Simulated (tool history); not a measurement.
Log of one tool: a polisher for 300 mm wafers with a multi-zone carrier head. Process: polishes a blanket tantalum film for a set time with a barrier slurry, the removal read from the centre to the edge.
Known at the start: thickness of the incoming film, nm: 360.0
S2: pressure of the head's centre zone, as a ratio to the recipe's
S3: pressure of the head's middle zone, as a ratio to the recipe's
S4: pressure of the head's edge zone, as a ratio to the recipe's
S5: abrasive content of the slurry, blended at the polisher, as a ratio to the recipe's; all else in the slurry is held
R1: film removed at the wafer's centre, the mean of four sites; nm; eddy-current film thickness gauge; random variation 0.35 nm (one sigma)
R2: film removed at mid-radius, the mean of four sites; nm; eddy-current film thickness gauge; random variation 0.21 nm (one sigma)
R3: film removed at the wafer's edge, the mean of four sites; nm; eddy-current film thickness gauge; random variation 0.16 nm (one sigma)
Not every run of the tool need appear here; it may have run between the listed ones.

run 1 hour=0.0 | flow_of_slurry_(ml/min)=125 S2=1.00 S3=1.00 S4=1.00 S5=1.00 polishing_time_(s)=31 | R1=41.544 R2=43.723 R3=43.039
run 2 hour=5.0 | flow_of_slurry_(ml/min)=125 S2=1.00 S3=1.00 S4=1.00 S5=1.10 polishing_time_(s)=31 | R1=41.822 R2=44.003 R3=43.931
run 3 hour=11.6 | flow_of_slurry_(ml/min)=125 S2=1.00 S3=1.00 S4=0.95 S5=1.10 polishing_time_(s)=31 | R1=42.868 R2=44.868 R3=42.738
run 4 hour=16.2 | flow_of_slurry_(ml/min)=120 S2=1.01 S3=0.97 S4=0.94 S5=1.00 polishing_time_(s)=29 | R1=39.787 R2=39.486 R3=38.276
run 5 hour=24.3 | flow_of_slurry_(ml/min)=120 S2=0.97 S3=0.97 S4=0.94 S5=1.00 polishing_time_(s)=29 | R1=37.358 R2=39.153 R3=38.682
run 6 hour=28.9 | flow_of_slurry_(ml/min)=120 S2=1.02 S3=0.97 S4=0.94 S5=1.00 polishing_time_(s)=29 | R1=39.180 R2=39.621 R3=38.219
run 7 hour=34.1 | flow_of_slurry_(ml/min)=115 S2=1.03 S3=0.94 S4=0.94 S5=0.95 polishing_time_(s)=28 | R1=38.249 R2=35.785 R3=36.773

Run 8 is up next; what results do you expect?
run 8 hour=42.3 | flow_of_slurry_(ml/min)=110 S2=1.02 S3=0.93 S4=0.92 S5=0.90 polishing_time_(s)=27 | R1=? R2=? R3=?

{"run 8": {"R1": 34.658, "R2": 33.229, "R3": 33.454}}

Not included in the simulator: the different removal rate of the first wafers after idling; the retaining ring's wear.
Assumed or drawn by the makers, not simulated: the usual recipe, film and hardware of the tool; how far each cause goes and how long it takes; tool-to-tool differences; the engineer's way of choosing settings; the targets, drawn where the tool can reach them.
